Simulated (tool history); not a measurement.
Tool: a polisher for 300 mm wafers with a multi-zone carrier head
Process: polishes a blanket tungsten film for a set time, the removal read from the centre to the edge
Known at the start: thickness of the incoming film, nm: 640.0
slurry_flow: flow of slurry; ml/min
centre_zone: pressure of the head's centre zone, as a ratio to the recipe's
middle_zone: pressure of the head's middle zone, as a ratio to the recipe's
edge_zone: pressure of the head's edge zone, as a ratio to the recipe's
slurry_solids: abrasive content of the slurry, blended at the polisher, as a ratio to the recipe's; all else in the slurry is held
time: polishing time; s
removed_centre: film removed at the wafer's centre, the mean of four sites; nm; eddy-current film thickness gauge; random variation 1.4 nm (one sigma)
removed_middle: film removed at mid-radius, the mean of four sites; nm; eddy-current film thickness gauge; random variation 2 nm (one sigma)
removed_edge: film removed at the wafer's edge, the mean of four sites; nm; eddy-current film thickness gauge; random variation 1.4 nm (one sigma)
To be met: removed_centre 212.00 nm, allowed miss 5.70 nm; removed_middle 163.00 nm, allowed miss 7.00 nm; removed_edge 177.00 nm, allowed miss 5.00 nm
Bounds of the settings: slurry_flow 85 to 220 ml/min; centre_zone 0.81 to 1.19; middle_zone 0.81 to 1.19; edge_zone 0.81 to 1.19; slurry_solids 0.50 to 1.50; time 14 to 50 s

run  hour  slurry_flow  centre_zone  middle_zone  edge_zone  slurry_solids  time  removed_centre  removed_middle  removed_edge
  1   0.0          140         1.00         1.00       1.00           1.00    32          230.44          236.30        226.38
  2   5.8          135         1.02         0.96       0.98           0.90    32          230.32          218.96        218.03
  3  13.1          130         1.03         0.93       0.95           0.80    32          219.73          204.66        208.17
  4  20.0          125         1.05         0.91       0.92           0.75    32          219.90          191.60        198.00
     28.8  -- worn pad replaced by a new one
  5  28.8          125         1.05         0.91       1.01           0.75    32          243.03          216.06        233.53
  6  34.1          125         1.05         0.83       1.01           0.75    32          244.91          198.48        233.16
  7  38.7          125         1.05         0.83       0.97           0.75    32          248.51          200.64        227.77
  8  40.8          120         1.06         0.83       0.94           0.70    32          244.35          199.53        223.91
  9  45.6          125         1.07         0.83       0.92           0.65    31          230.36          186.82        207.21
 10  47.5          120         1.08         0.83       0.90           0.65    31          235.92          182.93        203.45
 11  49.9          115         1.08         0.83       0.88           0.65    31          231.59          184.48        198.94
 12  50.6          120         1.08         0.83       0.87           0.60    30          220.44          177.58        190.37
 13  59.0          115         1.09         0.83       0.86           0.60    30          223.55          178.36        190.19
 14  64.1           95         1.11         0.81       0.85           0.50    29          201.69          153.01        168.07
 15  66.6          100         1.11         0.81       0.85           0.50    29          203.96          154.59        170.27
 16  71.9          105         1.11         0.81       0.85           0.50    29          203.59          157.99        170.15
 17  77.9          110         1.11         0.81       0.86           0.50    29          206.37          155.36        175.23
 18  83.0          110         1.11         0.81       0.85           0.50    29          206.69          156.11        170.70

5 next moves are on the table. One of them brings every result within its allowed miss. Which?
  A  88.1          130         1.12         0.81       1.05           0.50    27               ?               ?             ?
  B  88.1          145         1.02         0.81       0.84           0.60    28               ?               ?             ?
  C  88.1          100         1.12         0.84       0.86           0.50    30               ?               ?             ?
  D  88.1          135         1.13         0.82       0.95           0.55    26               ?               ?             ?
  E  88.1           85         1.14         0.81       1.08           0.50    28               ?               ?             ?

move  removed_centre  removed_middle  removed_edge
   A          195.10          151.03        180.19
   B          197.24          167.61        179.27
   C          208.92          167.39        178.07
   D          196.04          151.83        170.61
   E          193.89          148.55        182.69
A: brings the result that was furthest off to its target, and leaves another outside
B: brings the result that was furthest off to its target, and leaves another outside
C: meets every target
D: further off than the last run
E: takes the result that was furthest off past its target
The right move is C.
